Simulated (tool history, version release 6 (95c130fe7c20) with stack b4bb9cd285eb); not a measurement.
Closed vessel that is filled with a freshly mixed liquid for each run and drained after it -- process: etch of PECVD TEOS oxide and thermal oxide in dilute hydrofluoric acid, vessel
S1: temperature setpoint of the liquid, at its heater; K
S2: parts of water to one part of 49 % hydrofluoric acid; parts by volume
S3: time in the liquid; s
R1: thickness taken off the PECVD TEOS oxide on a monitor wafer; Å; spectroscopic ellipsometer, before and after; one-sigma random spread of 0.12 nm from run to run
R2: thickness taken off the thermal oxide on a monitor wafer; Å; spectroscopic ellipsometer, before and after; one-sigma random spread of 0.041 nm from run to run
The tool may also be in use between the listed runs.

Run 1, hour 0: S1 294.15 K, S2 170 parts by volume, S3 75 s. Result: R1 83.432 Å, R2 18.224 Å.
Run 2, hour 3.3: S1 294.15 K, S2 135 parts by volume, S3 75 s. Result: R1 107.99 Å, R2 24.331 Å.
Run 3, hour 7.4: S1 294.65 K, S2 135 parts by volume, S3 75 s. Result: R1 111.56 Å, R2 24.425 Å.
Run 4, hour 8.8: S1 292.65 K, S2 135 parts by volume, S3 75 s. Result: R1 101.09 Å, R2 22.818 Å.
Run 5, hour 16.4: S1 292.65 K, S2 185 parts by volume, S3 75 s. Result: R1 70.978 Å, R2 15.854 Å.
Run 6, hour 25.3: S1 292.65 K, S2 225 parts by volume, S3 75 s. Result: R1 55.767 Å, R2 12.196 Å.

Expected results for the next run?
Run 7, hour 32.7: S1 293.65 K, S2 215 parts by volume, S3 75 s. Result: R1 ?, R2 ?.

{"run 7": {"R1": 61.73, "R2": 13.662}}
